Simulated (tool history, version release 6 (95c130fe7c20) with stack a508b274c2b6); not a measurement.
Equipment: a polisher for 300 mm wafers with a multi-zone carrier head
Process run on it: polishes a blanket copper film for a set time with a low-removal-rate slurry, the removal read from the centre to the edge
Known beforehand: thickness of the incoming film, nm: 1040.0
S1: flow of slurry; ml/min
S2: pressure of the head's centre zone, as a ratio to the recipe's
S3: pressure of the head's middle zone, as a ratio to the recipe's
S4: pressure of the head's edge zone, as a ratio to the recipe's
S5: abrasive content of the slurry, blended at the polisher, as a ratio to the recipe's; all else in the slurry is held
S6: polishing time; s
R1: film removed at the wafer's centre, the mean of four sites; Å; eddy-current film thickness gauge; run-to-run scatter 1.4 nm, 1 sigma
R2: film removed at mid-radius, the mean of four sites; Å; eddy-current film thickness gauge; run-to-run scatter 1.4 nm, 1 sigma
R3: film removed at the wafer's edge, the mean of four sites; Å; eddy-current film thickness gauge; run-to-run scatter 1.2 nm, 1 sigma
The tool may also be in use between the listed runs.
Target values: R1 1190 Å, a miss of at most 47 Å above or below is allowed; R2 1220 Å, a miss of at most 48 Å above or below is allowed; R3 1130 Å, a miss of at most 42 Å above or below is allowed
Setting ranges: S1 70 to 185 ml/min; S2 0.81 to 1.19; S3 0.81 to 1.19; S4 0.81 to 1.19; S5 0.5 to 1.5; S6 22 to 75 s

| run | hour | S1 | S2 | S3 | S4 | S5 | S6 | R1 | R2 | R3 |
|---|---|---|---|---|---|---|---|---|---|---|
| 1 | 0 | 120 | 1 | 1 | 1 | 1 | 48 | 1769.9 | 1727.1 | 1751.9 |
| 2 | 5.3 | 120 | 1 | 1 | 1 | 0.9 | 48 | 1721.5 | 1662.6 | 1699.7 |
| 3 | 12.2 | 135 | 1 | 1 | 1 | 0.9 | 48 | 1782.8 | 1724.9 | 1767.5 |
| 4 | 18 | 130 | 1 | 1 | 0.98 | 0.85 | 47 | 1716 | 1647.9 | 1658.6 |
| 5 | 18.6 | 130 | 1.04 | 1 | 0.98 | 0.85 | 47 | 1724.8 | 1600.6 | 1661.5 |
| 6 | 20 | 125 | 1.03 | 1 | 0.97 | 0.8 | 46 | 1648.3 | 1554 | 1584.5 |
| 7 | 28.4 | 120 | 1.02 | 1 | 0.96 | 0.75 | 45 | 1522.5 | 1457.8 | 1535.4 |
| 8 | 30.9 | 120 | 1.03 | 1.02 | 0.94 | 0.75 | 44 | 1518.1 | 1466 | 1452.7 |
| 9 | 35.6 | 115 | 1.03 | 1.02 | 0.93 | 0.7 | 44 | 1509.6 | 1434.9 | 1394.7 |
| 10 | 42.6 | 110 | 1.02 | 1.02 | 0.92 | 0.7 | 44 | 1465.7 | 1408.2 | 1383.8 |
| 11 | 50.6 | 105 | 1.01 | 1.02 | 0.91 | 0.7 | 44 | 1437.8 | 1403.9 | 1362.4 |
| 12 | 57 | 100 | 1 | 1.02 | 0.9 | 0.7 | 44 | 1402.3 | 1372.8 | 1361.7 |
| 13 | 58 | 100 | 1 | 1.03 | 0.89 | 0.7 | 44 | 1383.4 | 1376.8 | 1338.2 |
| 14 | 59.5 | 100 | 1 | 1.03 | 0.88 | 0.7 | 44 | 1392.2 | 1370.4 | 1338.9 |
| 15 | 60.7 | 90 | 0.99 | 1.07 | 0.81 | 0.5 | 39 | 1073.7 | 1100.6 | 1014.6 |
| 16 | 64.8 | 95 | 0.99 | 1.07 | 0.82 | 0.5 | 39 | 1106 | 1104.8 | 1027.5 |
| 17 | 68.8 | 100 | 0.99 | 1.07 | 0.83 | 0.5 | 39 | 1136.4 | 1158.9 | 1036.9 |
| 18 | 71.8 | 100 | 0.99 | 1.07 | 0.83 | 0.5 | 39 | 1117.1 | 1156.3 | 1054.6 |
| 19 | 74.3 | 110 | 0.99 | 1.06 | 0.86 | 0.5 | 39 | 1155.9 | 1178.4 | 1063.8 |
| 20 | 82.4 | 105 | 0.97 | 1.05 | 0.92 | 0.7 | 40 | 1248.9 | 1307.4 | 1236.6 |
| 21 | 87.4 | 105 | 0.97 | 1.05 | 0.91 | 0.7 | 40 | 1267.6 | 1280.2 | 1234.8 |
| 22 | 89.5 | 80 | 0.96 | 1.09 | 0.82 | 0.6 | 40 | 1099.6 | 1191 | 1063.8 |

Exactly one of the 4 candidate moves below puts every result within its allowed miss. Which one?
| A | 91.6 | 85 | 1.13 | 1.16 | 0.97 | 0.9 | 34 | ? | ? | ? |
| B | 91.6 | 75 | 0.81 | 1.19 | 0.9 | 0.55 | 43 | ? | ? | ? |
| C | 91.6 | 95 | 0.96 | 1.18 | 0.81 | 0.65 | 35 | ? | ? | ? |
| D | 91.6 | 125 | 1.08 | 1.13 | 0.81 | 0.5 | 36 | ? | ? | ? |

| move | R1 | R2 | R3 |
|---|---|---|---|
| A | 1166.1 | 1217.8 | 1095.4 |
| B | 987.77 | 1308.4 | 1129.1 |
| C | 1032.2 | 1207.6 | 972.53 |
| D | 1153.4 | 1192.5 | 974.66 |
A: all results land within tolerance of their targets
B: lands further from the targets than the last run did
C: lands further from the targets than the last run did
D: corrects the largest miss of the last run, while another result sits out of spec
The move that meets every target is A.
